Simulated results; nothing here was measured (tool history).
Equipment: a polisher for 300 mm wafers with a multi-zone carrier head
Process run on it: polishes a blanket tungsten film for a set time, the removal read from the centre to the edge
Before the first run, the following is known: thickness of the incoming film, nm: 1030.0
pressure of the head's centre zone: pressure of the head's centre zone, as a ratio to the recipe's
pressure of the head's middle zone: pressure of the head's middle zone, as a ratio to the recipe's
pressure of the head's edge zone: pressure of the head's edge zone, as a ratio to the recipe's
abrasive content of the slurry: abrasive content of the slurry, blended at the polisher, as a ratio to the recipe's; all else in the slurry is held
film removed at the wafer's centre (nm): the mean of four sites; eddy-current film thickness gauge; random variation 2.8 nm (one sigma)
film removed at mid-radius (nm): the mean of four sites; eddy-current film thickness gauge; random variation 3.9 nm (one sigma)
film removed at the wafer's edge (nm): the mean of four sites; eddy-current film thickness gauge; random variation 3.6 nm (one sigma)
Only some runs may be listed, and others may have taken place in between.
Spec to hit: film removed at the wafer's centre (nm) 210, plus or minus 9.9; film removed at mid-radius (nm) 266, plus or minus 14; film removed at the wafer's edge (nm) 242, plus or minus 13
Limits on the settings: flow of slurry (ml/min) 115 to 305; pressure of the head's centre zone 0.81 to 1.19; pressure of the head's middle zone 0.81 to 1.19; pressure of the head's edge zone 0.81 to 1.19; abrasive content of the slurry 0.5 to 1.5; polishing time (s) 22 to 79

run    day  flow of slurry (ml/min)  pressure of the head's centre zone  pressure of the head's middle zone  pressure of the head's edge zone  abrasive content of the slurry  polishing time (s)  film removed at the wafer's centre (nm)  film removed at mid-radius (nm)  film removed at the wafer's edge (nm)
  1      0                      195                                   1                                   1                                 1                               1                  50                                    321.7                           321.69                                 338.37
  2  0.167                      195                                   1                                1.07                                 1                               1                  50                                   320.32                           347.35                                 329.03
  3  0.308                      190                                0.97                                1.07                              0.99                             0.9                  48                                   294.63                           319.13                                 298.17
  4  0.442                      185                                0.93                                1.08                              1.01                            0.85                  46                                   258.01                           294.18                                 291.24
  5  0.738                      180                                0.91                                1.09                              0.99                             0.8                  46                                   246.03                           287.97                                 264.02
  6  0.838                      175                                0.89                                1.09                              0.99                             0.8                  46                                   239.46                           291.53                                 274.37
  7    1.2                      170                                0.88                                1.09                              0.98                            0.75                  46                                   233.26                           283.56                                 256.85
  8  1.525                      165                                0.87                                1.09                              0.98                            0.75                  46                                    229.6                           283.28                                 266.24

4 candidate next runs follow, results not yet known. Just one meets every target within its allowed miss. Identify it.
  A  1.85                      155                                0.84                                 1.1                              0.98                            0.75                  49                                        ?                                ?                                      ?
  B  1.85                      130                                0.84                                1.08                              0.85                             0.8                  45                                        ?                                ?                                      ?
  C  1.85                      245                                0.96                                1.19                              0.87                            0.85                  39                                        ?                                ?                                      ?
  D  1.85                      115                                0.84                                0.96                              1.14                             0.7                  52                                        ?                                ?                                      ?

move  film removed at the wafer's centre (nm)  film removed at mid-radius (nm)  film removed at the wafer's edge (nm)
   A                                   233.33                           296.48                                 276.94
   B                                   209.66                           263.85                                  237.3
   C                                   240.41                           285.75                                 231.18
   D                                   220.25                           252.28                                 292.32
A: moves away from the targets compared with the last run
B: every result lands within tolerance
C: moves away from the targets compared with the last run
D: moves away from the targets compared with the last run
Correct choice: B, which meets every target

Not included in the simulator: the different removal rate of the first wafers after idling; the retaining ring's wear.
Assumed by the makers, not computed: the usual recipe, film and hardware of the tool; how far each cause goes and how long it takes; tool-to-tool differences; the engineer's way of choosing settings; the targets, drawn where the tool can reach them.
